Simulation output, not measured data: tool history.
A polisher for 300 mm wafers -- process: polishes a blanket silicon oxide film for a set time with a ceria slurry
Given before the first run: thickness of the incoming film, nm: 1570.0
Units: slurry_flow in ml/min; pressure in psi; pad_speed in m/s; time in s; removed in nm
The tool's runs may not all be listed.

{"run": 1, "day": 0.0, "slurry_flow": 180, "pressure": 2.5, "pad_speed": 1.12, "time": 21, "removed": 86.371}
{"run": 2, "day": 0.258, "slurry_flow": 175, "pressure": 2.3, "pad_speed": 1.12, "time": 21, "removed": 77.448}
{"run": 3, "day": 0.633, "slurry_flow": 175, "pressure": 2.3, "pad_speed": 1.34, "time": 21, "removed": 93.473}
{"run": 4, "day": 0.683, "slurry_flow": 175, "pressure": 2.3, "pad_speed": 1.34, "time": 21, "removed": 91.847}
{"run": 5, "day": 0.725, "slurry_flow": 170, "pressure": 2.1, "pad_speed": 1.34, "time": 21, "removed": 83.72}
{"run": 6, "day": 0.892, "slurry_flow": 170, "pressure": 2.1, "pad_speed": 1.34, "time": 21, "removed": 85.297}
{"run": 7, "day": 1.246, "slurry_flow": 165, "pressure": 2.0, "pad_speed": 1.34, "time": 21, "removed": 79.38}
{"run": 8, "day": 1.442, "slurry_flow": 155, "pressure": 1.9, "pad_speed": 1.34, "time": 21, "removed": 75.784}
{"run": 9, "day": 1.517, "slurry_flow": 150, "pressure": 1.8, "pad_speed": 1.34, "time": 21, "removed": 71.017}
{"run": 10, "day": 1.55, "slurry_flow": 145, "pressure": 1.8, "pad_speed": 1.34, "time": 21, "removed": 71.271}

Run 11 has not been measured yet. What should we expect?
{"run": 11, "day": 1.588, "slurry_flow": 140, "pressure": 1.8, "pad_speed": 1.34, "time": 21, "removed": "?"}

{"run 11": {"removed": 70.687}}
